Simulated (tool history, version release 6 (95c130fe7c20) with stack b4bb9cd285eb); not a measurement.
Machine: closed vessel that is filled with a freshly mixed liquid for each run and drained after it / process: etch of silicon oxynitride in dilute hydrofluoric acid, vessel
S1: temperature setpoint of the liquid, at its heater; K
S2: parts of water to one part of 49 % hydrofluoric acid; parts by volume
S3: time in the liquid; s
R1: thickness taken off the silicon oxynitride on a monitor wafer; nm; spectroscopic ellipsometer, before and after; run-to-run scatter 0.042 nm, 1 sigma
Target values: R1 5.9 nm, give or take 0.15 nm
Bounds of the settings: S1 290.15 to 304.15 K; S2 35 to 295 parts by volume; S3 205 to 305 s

Run 1, hour 0: S1 296.15 K, S2 165 parts by volume, S3 305 s. Result: R1 6.554 nm.
Run 2, hour 1.6: S1 296.15 K, S2 165 parts by volume, S3 205 s. Result: R1 4.4066 nm.
Run 3, hour 7.5: S1 296.15 K, S2 165 parts by volume, S3 205 s. Result: R1 4.4006 nm.
Run 4, hour 16.3: S1 296.15 K, S2 195 parts by volume, S3 205 s. Result: R1 3.629 nm.
Run 5, hour 23.2: S1 299.65 K, S2 195 parts by volume, S3 205 s. Result: R1 4.2712 nm.
Run 6, hour 26: S1 300.15 K, S2 190 parts by volume, S3 205 s. Result: R1 4.504 nm.
Run 7, hour 32.1: S1 300.65 K, S2 185 parts by volume, S3 205 s. Result: R1 4.7511 nm.
Run 8, hour 33.5: S1 301.15 K, S2 185 parts by volume, S3 205 s. Result: R1 4.869 nm.
Run 9, hour 37.6: S1 301.65 K, S2 185 parts by volume, S3 205 s. Result: R1 4.9073 nm.
Run 10, hour 44.8: S1 302.15 K, S2 185 parts by volume, S3 205 s. Result: R1 5.0596 nm.

5 next moves are on the table. One of them brings every result within its allowed miss. Which?
Run A, hour 52: S1 302.65 K, S2 225 parts by volume, S3 295 s. Result: R1 ?.
Run B, hour 52: S1 298.65 K, S2 195 parts by volume, S3 205 s. Result: R1 ?.
Run C, hour 52: S1 300.15 K, S2 205 parts by volume, S3 215 s. Result: R1 ?.
Run D, hour 52: S1 303.15 K, S2 220 parts by volume, S3 205 s. Result: R1 ?.
Run E, hour 52: S1 302.15 K, S2 200 parts by volume, S3 280 s. Result: R1 ?.

move      R1
   A  5.9474
   B    4.12
   C  4.3527
   D  4.3342
   E  6.3554
A: every result within its allowed miss
B: moves away from the targets compared with the last run
C: moves away from the targets compared with the last run
D: moves away from the targets compared with the last run
E: pushes the last run's worst result past its target
Answer: A
